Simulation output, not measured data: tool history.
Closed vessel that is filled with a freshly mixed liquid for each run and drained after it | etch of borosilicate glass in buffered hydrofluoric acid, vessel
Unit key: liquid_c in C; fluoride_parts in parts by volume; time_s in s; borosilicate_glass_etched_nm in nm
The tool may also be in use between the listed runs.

run,hour,liquid_c,fluoride_parts,time_s,borosilicate_glass_etched_nm
1,0.0,24.0,11.5,90,99.808
2,5.3,23.5,11.5,90,97.178
3,7.9,25.0,11.5,90,104.050
4,14.8,25.0,11.5,95,110.750
5,18.0,24.0,11.5,95,104.530
# hour 24.4: hydrofluoric acid flow meter replaced
6,24.4,23.5,11.5,95,111.690

Expected results for the next run?
7,30.2,23.5,12.0,95,?

Run 7 produced borosilicate_glass_etched_nm 108.650 nm.

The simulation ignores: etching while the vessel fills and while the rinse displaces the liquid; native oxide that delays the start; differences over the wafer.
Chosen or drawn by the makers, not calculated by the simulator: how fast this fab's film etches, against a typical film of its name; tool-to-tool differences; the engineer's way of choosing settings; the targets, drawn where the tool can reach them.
